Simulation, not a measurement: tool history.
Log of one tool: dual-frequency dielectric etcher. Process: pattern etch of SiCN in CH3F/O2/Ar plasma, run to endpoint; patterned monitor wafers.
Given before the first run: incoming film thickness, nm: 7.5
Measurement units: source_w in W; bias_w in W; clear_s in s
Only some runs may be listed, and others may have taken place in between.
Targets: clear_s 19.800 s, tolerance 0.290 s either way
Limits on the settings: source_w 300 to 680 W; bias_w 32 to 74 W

{"run": 1, "hour": 0.0, "source_w": 490, "bias_w": 53, "clear_s": 21.237}
{"run": 2, "hour": 2.7, "source_w": 500, "bias_w": 53, "clear_s": 20.932}
{"run": 3, "hour": 9.3, "source_w": 510, "bias_w": 53, "clear_s": 20.908}
{"run": 4, "hour": 14.8, "source_w": 510, "bias_w": 58, "clear_s": 20.262}
{"run": 5, "hour": 23.4, "source_w": 450, "bias_w": 58, "clear_s": 21.441}
{"run": 6, "hour": 24.2, "source_w": 450, "bias_w": 50, "clear_s": 22.557}
{"run": 7, "hour": 28.5, "source_w": 470, "bias_w": 50, "clear_s": 22.052}
{"run": 8, "hour": 32.8, "source_w": 480, "bias_w": 50, "clear_s": 21.653}

Which single option among these 5 for the next run brings every result within its allowed miss of target? Just one does.
{"run": "A", "hour": 37.1, "source_w": 540, "bias_w": 51, "clear_s": "?"}
{"run": "B", "hour": 37.1, "source_w": 550, "bias_w": 56, "clear_s": "?"}
{"run": "C", "hour": 37.1, "source_w": 520, "bias_w": 54, "clear_s": "?"}
{"run": "D", "hour": 37.1, "source_w": 550, "bias_w": 50, "clear_s": "?"}
{"run": "E", "hour": 37.1, "source_w": 510, "bias_w": 55, "clear_s": "?"}

move=A clear_s=20.545
move=B clear_s=19.760
move=C clear_s=20.517
move=D clear_s=20.503
move=E clear_s=20.576
A: moves toward the targets from the last run without getting all of them in spec
B: meets every target
C: moves toward the targets from the last run without getting all of them in spec
D: moves toward the targets from the last run without getting all of them in spec
E: moves toward the targets from the last run without getting all of them in spec
Correct choice: B, which meets every target

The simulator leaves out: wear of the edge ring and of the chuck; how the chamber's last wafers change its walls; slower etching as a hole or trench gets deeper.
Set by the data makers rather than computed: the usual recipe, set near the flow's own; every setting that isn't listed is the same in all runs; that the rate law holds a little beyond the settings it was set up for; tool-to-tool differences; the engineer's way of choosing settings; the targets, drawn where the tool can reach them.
